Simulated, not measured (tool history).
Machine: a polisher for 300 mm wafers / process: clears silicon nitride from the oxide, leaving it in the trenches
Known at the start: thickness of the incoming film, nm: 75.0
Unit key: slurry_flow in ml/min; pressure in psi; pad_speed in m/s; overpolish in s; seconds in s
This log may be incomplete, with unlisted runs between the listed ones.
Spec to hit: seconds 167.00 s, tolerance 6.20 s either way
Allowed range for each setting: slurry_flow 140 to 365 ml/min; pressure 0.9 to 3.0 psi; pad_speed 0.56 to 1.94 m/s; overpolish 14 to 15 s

{"run": 1, "hour": 0.0, "slurry_flow": 235, "pressure": 1.9, "pad_speed": 1.24, "overpolish": 14, "seconds": 127.77}
{"run": 2, "hour": 8.6, "slurry_flow": 235, "pressure": 1.8, "pad_speed": 1.24, "overpolish": 14, "seconds": 133.79}
{"run": 3, "hour": 12.2, "slurry_flow": 210, "pressure": 1.8, "pad_speed": 1.24, "overpolish": 14, "seconds": 134.25}
{"run": 4, "hour": 13.0, "slurry_flow": 210, "pressure": 2.1, "pad_speed": 1.24, "overpolish": 14, "seconds": 116.74}
{"run": 5, "hour": 19.5, "slurry_flow": 210, "pressure": 1.9, "pad_speed": 1.24, "overpolish": 14, "seconds": 130.53}
{"run": 6, "hour": 26.6, "slurry_flow": 205, "pressure": 1.8, "pad_speed": 1.24, "overpolish": 14, "seconds": 135.53}
{"run": 7, "hour": 33.9, "slurry_flow": 205, "pressure": 1.7, "pad_speed": 1.24, "overpolish": 14, "seconds": 140.33}
{"run": 8, "hour": 41.9, "slurry_flow": 205, "pressure": 1.6, "pad_speed": 1.24, "overpolish": 14, "seconds": 150.42}
{"run": 9, "hour": 48.4, "slurry_flow": 205, "pressure": 1.5, "pad_speed": 1.24, "overpolish": 14, "seconds": 160.68}

Exercise: of the 4 proposed moves below, exactly one satisfies all targets within the stated allowed misses. Which move is it?
{"run": "A", "hour": 54.9, "slurry_flow": 200, "pressure": 1.6, "pad_speed": 1.24, "overpolish": 15, "seconds": "?"}
{"run": "B", "hour": 54.9, "slurry_flow": 220, "pressure": 1.6, "pad_speed": 1.02, "overpolish": 14, "seconds": "?"}
{"run": "C", "hour": 54.9, "slurry_flow": 150, "pressure": 1.8, "pad_speed": 1.02, "overpolish": 14, "seconds": "?"}
{"run": "D", "hour": 54.9, "slurry_flow": 230, "pressure": 1.6, "pad_speed": 1.18, "overpolish": 15, "seconds": "?"}

move=A seconds=149.13
move=B seconds=178.80
move=C seconds=164.52
move=D seconds=154.79
A: lands further from the targets than the last run did
B: takes the biggest miss from the last run beyond its target
C: all results land within tolerance of their targets
D: lands further from the targets than the last run did
C is the move that brings every result within its allowed miss.

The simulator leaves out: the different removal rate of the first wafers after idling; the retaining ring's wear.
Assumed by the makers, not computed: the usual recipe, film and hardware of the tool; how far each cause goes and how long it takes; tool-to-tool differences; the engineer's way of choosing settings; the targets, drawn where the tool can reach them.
